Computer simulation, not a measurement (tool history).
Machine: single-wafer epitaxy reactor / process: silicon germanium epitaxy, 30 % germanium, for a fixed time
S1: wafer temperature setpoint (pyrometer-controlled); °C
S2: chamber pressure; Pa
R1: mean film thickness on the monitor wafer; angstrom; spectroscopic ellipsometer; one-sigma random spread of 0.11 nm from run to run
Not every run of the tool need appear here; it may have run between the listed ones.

{"run": 1, "hour": 0.0, "S1": 575, "S2": 3186, "R1": 403.59}
{"run": 2, "hour": 7.0, "S1": 569, "S2": 3173, "R1": 361.24}
{"run": 3, "hour": 7.9, "S1": 569, "S2": 2906, "R1": 350.88}
{"run": 4, "hour": 16.8, "S1": 569, "S2": 2400, "R1": 318.87}
{"run": 5, "hour": 20.5, "S1": 569, "S2": 2000, "R1": 296.82}
{"run": 6, "hour": 24.1, "S1": 568, "S2": 2000, "R1": 290.99}

Predict the results of run 7:
{"run": 7, "hour": 32.6, "S1": 567, "S2": 2000, "R1": "?"}

Run 7 produced R1 285.45 angstrom.

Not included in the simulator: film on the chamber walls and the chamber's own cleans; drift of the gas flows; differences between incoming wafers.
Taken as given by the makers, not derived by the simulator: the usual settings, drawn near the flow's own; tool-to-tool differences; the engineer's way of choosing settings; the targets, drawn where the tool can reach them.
